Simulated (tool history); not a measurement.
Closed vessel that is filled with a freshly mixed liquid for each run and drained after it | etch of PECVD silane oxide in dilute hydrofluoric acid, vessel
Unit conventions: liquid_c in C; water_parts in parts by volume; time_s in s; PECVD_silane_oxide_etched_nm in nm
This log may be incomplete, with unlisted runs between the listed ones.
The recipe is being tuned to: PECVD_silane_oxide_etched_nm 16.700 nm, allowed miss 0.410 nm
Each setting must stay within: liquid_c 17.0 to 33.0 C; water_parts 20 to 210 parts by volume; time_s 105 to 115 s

run,day,liquid_c,water_parts,time_s,PECVD_silane_oxide_etched_nm
1,0.000,25.0,115,105,14.411
2,0.042,22.0,115,105,12.855
3,0.167,22.0,75,105,20.713
4,0.354,21.0,75,105,19.767
5,0.583,20.5,75,105,19.409
6,0.675,20.5,45,105,33.612
7,0.875,20.5,45,105,33.523
8,1.188,20.0,50,105,29.348
9,1.483,19.5,55,105,26.078
10,1.608,19.0,60,105,23.228
11,1.958,17.0,85,105,14.731
12,2.054,17.5,85,105,14.982
13,2.396,18.0,85,105,15.251
14,2.571,18.5,85,105,15.586
15,2.875,19.0,85,105,15.904
# day 3.246: thermometer replaced
16,3.246,19.5,85,105,15.258
17,3.421,20.0,85,105,15.652
18,3.496,20.5,85,105,15.939

Exactly one of the 5 candidate moves below puts every result within its allowed miss. Which one?
A,3.571,18.0,80,115,?
B,3.571,21.5,80,105,?
C,3.571,20.5,80,110,?
D,3.571,21.5,85,110,?
E,3.571,18.0,80,105,?

move,PECVD_silane_oxide_etched_nm
A,16.762
B,17.709
C,17.803
D,17.358
E,15.304
A: all results land within tolerance of their targets
B: the result that was furthest off in the last run now lies on the other side of its target
C: the result that was furthest off in the last run now lies on the other side of its target
D: the result that was furthest off in the last run now lies on the other side of its target
E: misses by more than the last run did
Move A is the one to make.
